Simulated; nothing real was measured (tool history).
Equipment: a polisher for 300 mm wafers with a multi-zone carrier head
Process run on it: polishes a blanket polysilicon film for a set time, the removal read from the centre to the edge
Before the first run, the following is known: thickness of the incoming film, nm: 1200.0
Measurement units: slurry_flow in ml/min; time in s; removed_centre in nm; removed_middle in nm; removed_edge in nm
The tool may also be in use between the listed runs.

run	hour	slurry_flow	centre_zone	middle_zone	edge_zone	time	removed_centre	removed_middle	removed_edge
1	0	260	1	1	1	60	365.35	378.43	363.45
2	3.4	260	1	1	1.05	60	353.9	378.69	378.03
3	5	260	1.06	1	1.05	60	380.16	383.87	375.67
4	5.5	260	1.06	1	1.11	60	396.6	379.34	389.73
5	10.2	260	1.06	0.93	1.11	60	382.26	352.37	382.65
6	15.4	260	1.06	1.01	1.11	60	384.61	378.96	382.06
7	23.8	260	1.04	1.03	1.09	57	357.48	371.09	362.92
8	28.2	260	1.02	1.04	1.06	55	337.03	368.68	344.21
9	36.1	260	1	1.04	1.04	53	318.18	350.07	330.11
10	41.8	245	0.9	1.14	0.94	39	208.62	274.36	226.16
11	49.4	245	0.9	1.14	0.94	39	209.84	276.48	228.27
12	55.1	285	0.92	1.19	1.04	42	242.86	314.86	266.55

Forecast run 13:
13	56.8	280	0.92	1.19	1.03	42	?	?	?

removed_centre: 236.63 nm
removed_middle: 315.4 nm
removed_edge: 257.83 nm
